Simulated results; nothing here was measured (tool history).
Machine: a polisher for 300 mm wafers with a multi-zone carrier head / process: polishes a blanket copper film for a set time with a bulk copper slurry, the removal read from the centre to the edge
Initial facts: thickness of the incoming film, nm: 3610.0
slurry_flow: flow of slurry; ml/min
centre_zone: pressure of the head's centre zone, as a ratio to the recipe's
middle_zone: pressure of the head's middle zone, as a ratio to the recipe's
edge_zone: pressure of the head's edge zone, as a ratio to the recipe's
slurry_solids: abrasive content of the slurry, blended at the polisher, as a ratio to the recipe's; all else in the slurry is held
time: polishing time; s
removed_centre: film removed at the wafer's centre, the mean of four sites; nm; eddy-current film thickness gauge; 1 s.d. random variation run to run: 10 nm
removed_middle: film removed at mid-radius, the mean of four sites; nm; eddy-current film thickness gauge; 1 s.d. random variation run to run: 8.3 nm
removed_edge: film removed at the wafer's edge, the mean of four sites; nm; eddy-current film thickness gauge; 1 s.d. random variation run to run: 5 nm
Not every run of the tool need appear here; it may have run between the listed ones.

{"run": 1, "hour": 0.0, "slurry_flow": 155, "centre_zone": 1, "middle_zone": 1, "edge_zone": 1, "slurry_solids": 1, "time": 47, "removed_centre": 413.1, "removed_middle": 419.92, "removed_edge": 432.28}
{"run": 2, "hour": 4.6, "slurry_flow": 155, "centre_zone": 1, "middle_zone": 1, "edge_zone": 1.03, "slurry_solids": 1, "time": 47, "removed_centre": 416.78, "removed_middle": 422.97, "removed_edge": 443.85}
{"run": 3, "hour": 6.0, "slurry_flow": 130, "centre_zone": 1, "middle_zone": 1, "edge_zone": 1.03, "slurry_solids": 1, "time": 47, "removed_centre": 381.88, "removed_middle": 396.08, "removed_edge": 426.3}
{"run": 4, "hour": 12.1, "slurry_flow": 130, "centre_zone": 1, "middle_zone": 1, "edge_zone": 1.03, "slurry_solids": 1.15, "time": 47, "removed_centre": 399.19, "removed_middle": 420.41, "removed_edge": 443.68}
{"run": 5, "hour": 17.0, "slurry_flow": 145, "centre_zone": 1.03, "middle_zone": 0.97, "edge_zone": 1.06, "slurry_solids": 1.25, "time": 49, "removed_centre": 471.94, "removed_middle": 441.34, "removed_edge": 497.36}
{"run": 6, "hour": 19.7, "slurry_flow": 160, "centre_zone": 1.04, "middle_zone": 0.97, "edge_zone": 1.09, "slurry_solids": 1.3, "time": 50, "removed_centre": 495.45, "removed_middle": 465.41, "removed_edge": 520.16}

Run 7 is up next; what results do you expect?
{"run": 7, "hour": 21.0, "slurry_flow": 165, "centre_zone": 1.05, "middle_zone": 0.96, "edge_zone": 1.1, "slurry_solids": 1.35, "time": 52, "removed_centre": "?", "removed_middle": "?", "removed_edge": "?"}

removed_centre: 519.37 nm
removed_middle: 501.23 nm
removed_edge: 555.94 nm
